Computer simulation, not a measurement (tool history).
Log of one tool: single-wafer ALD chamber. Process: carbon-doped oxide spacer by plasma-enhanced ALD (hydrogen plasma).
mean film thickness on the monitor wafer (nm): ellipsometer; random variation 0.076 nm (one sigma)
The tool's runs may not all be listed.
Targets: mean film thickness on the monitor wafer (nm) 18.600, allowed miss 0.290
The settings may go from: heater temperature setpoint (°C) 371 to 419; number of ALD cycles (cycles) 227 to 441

run  hour  heater temperature setpoint (°C)  number of ALD cycles (cycles)  mean film thickness on the monitor wafer (nm)
  1   0.0                               395                            334                                         15.936
  2   3.9                               395                            315                                         15.186
  3  11.4                               395                            331                                         15.754
  4  18.3                               395                            349                                         16.654
  5  26.9                               395                            361                                         17.276
  6  28.2                               395                            369                                         17.742
  7  34.8                               395                            374                                         18.048
  8  42.6                               395                            377                                         18.134
  9  44.5                               395                            380                                         18.387

5 next moves are on the table. One of them brings every result within its allowed miss. Which?
  A  46.4                               400                            398                                              ?
  B  46.4                               393                            386                                              ?
  C  46.4                               397                            375                                              ?
  D  46.4                               390                            366                                              ?
  E  46.4                               401                            377                                              ?

move  mean film thickness on the monitor wafer (nm)
   A                                         18.965
   B                                         18.393
   C                                         17.869
   D                                         17.440
   E                                         17.949
A: takes the result that was furthest off past its target
B: meets every target
C: further off than the last run
D: further off than the last run
E: further off than the last run
The right move is B.
